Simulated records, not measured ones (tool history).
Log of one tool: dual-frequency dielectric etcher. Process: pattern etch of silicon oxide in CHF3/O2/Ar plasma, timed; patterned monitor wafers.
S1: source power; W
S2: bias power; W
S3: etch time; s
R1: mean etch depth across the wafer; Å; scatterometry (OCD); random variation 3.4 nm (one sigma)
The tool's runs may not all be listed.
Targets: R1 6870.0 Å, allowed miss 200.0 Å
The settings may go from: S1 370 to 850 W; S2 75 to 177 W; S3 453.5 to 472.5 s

run 1 day=0.000 | S1=610 S2=126 S3=453.5 | R1=7675.2
run 2 day=0.046 | S1=610 S2=126 S3=453.5 | R1=7683.0
run 3 day=0.175 | S1=590 S2=124 S3=453.5 | R1=7492.8
run 4 day=0.508 | S1=590 S2=124 S3=472.5 | R1=7842.3
run 5 day=0.733 | S1=570 S2=123 S3=472.0 | R1=7679.4
run 6 day=0.833 | S1=680 S2=123 S3=472.0 | R1=8396.8
run 7 day=0.925 | S1=650 S2=121 S3=471.5 | R1=8131.4
run 8 day=1.162 | S1=650 S2=121 S3=471.5 | R1=8066.8
run 9 day=1.521 | S1=630 S2=119 S3=471.0 | R1=7984.5
run 10 day=1.567 | S1=630 S2=119 S3=471.0 | R1=8004.1

4 next moves are on the table. One of them brings every result within its allowed miss. Which?
run A day=1.612 | S1=620 S2=113 S3=453.5 | R1=?
run B day=1.612 | S1=590 S2=88 S3=453.5 | R1=?
run C day=1.612 | S1=820 S2=119 S3=458.5 | R1=?
run D day=1.612 | S1=600 S2=99 S3=465.0 | R1=?

move=A R1=7532.1
move=B R1=6909.4
move=C R1=8780.2
move=D R1=7350.9
A: nearer than the last run, and not there yet
B: meets every target
C: further off than the last run
D: nearer than the last run, and not there yet
Answer: B
